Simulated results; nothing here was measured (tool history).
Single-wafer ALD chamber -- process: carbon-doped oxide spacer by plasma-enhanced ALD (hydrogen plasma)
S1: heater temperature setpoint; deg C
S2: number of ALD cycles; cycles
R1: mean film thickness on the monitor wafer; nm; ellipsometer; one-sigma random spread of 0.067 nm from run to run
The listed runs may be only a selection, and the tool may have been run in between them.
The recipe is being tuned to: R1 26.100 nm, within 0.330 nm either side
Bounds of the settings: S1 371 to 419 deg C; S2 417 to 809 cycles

run	hour	S1	S2	R1
1	0.0	395	613	27.584
2	7.7	395	545	24.637
3	10.7	395	513	23.164
4	12.8	388	513	23.049
5	13.3	388	593	26.696
6	22.2	393	593	26.703
7	26.8	393	593	26.626
8	34.5	393	592	26.598
9	40.7	393	591	26.695
10	45.8	393	589	26.615
11	46.4	393	588	26.466

4 candidate next runs follow, results not yet known. Just one meets every target within its allowed miss. Identify it.
A	47.0	390	600	?
B	47.0	391	580	?
C	47.0	393	594	?
D	47.0	408	614	?

move	R1
A	26.862
B	25.967
C	26.594
D	26.679
A: misses by more than the last run did
B: in spec on every target
C: misses by more than the last run did
D: misses by more than the last run did
The move that meets every target is B.
